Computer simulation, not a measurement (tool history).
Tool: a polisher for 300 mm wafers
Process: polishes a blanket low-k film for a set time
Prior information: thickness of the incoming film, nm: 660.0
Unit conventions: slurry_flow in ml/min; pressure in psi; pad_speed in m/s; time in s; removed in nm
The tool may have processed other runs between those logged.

run 1 hour=0.0 | slurry_flow=170 pressure=1.9 pad_speed=0.84 slurry_solids=1.00 time=92 | removed=30.402
run 2 hour=3.8 | slurry_flow=170 pressure=1.9 pad_speed=0.98 slurry_solids=1.00 time=92 | removed=33.632
run 3 hour=4.3 | slurry_flow=165 pressure=1.7 pad_speed=0.84 slurry_solids=0.95 time=92 | removed=25.990
run 4 hour=13.0 | slurry_flow=160 pressure=1.5 pad_speed=0.74 slurry_solids=0.95 time=92 | removed=20.960
run 5 hour=14.7 | slurry_flow=185 pressure=1.5 pad_speed=0.74 slurry_solids=0.95 time=92 | removed=21.361
run 6 hour=16.7 | slurry_flow=185 pressure=1.5 pad_speed=0.74 slurry_solids=0.95 time=92 | removed=20.866
run 7 hour=21.8 | slurry_flow=185 pressure=1.4 pad_speed=0.68 slurry_solids=0.95 time=92 | removed=18.725

The next listed run, before its measurement:
run 8 hour=29.2 | slurry_flow=185 pressure=1.3 pad_speed=0.62 slurry_solids=0.95 time=92 | removed=?

removed: 15.956 nm

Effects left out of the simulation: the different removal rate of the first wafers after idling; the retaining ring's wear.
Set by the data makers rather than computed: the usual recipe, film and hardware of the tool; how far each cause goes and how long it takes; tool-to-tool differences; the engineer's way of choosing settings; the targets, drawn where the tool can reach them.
